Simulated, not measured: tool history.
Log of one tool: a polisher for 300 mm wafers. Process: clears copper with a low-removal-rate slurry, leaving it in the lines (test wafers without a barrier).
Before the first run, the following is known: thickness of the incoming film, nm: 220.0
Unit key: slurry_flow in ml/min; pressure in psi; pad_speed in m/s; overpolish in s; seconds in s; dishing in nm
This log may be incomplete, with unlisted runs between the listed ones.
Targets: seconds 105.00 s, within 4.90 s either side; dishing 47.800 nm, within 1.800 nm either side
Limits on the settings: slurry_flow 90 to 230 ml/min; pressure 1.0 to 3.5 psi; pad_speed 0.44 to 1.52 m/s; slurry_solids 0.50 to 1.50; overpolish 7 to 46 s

run	hour	slurry_flow	pressure	pad_speed	slurry_solids	overpolish	seconds	dishing
1	0.0	150	2.2	0.98	1.00	24	116.61	29.979
2	8.3	145	2.3	0.98	1.00	26	115.81	33.345
3	11.3	145	2.3	0.80	1.00	26	132.97	28.901
4	15.0	145	2.3	0.80	1.15	26	128.81	30.458
5	22.3	140	2.4	0.80	1.15	27	126.86	31.424
# hour 28.5: worn pad replaced by a new one
6	28.5	140	2.5	0.80	1.15	28	107.89	37.305
7	29.2	135	2.5	0.80	1.15	29	113.14	37.924
8	33.3	135	2.5	0.80	1.15	30	111.61	38.848
9	40.5	135	2.5	0.80	1.15	30	108.85	38.441
10	42.6	135	2.5	0.80	1.20	31	111.08	39.322
11	48.9	135	2.5	0.80	1.20	31	108.98	39.698
12	50.8	135	2.5	0.80	1.20	32	108.73	41.462
13	57.5	135	2.5	0.80	1.20	32	108.72	41.119

Which of these 4 next moves meets every target?
A	64.2	130	2.3	0.96	1.10	39	?	?
B	64.2	150	2.8	0.74	1.10	26	?	?
C	64.2	100	2.9	0.84	1.10	32	?	?
D	64.2	175	2.5	0.72	1.50	31	?	?

move	seconds	dishing
A	106.26	47.969
B	103.46	36.615
C	100.48	44.131
D	107.73	40.404
A: every result lands within tolerance
B: further off than the last run
C: an improvement on the last run, though not all results are within tolerance
D: further off than the last run
The right move is A.
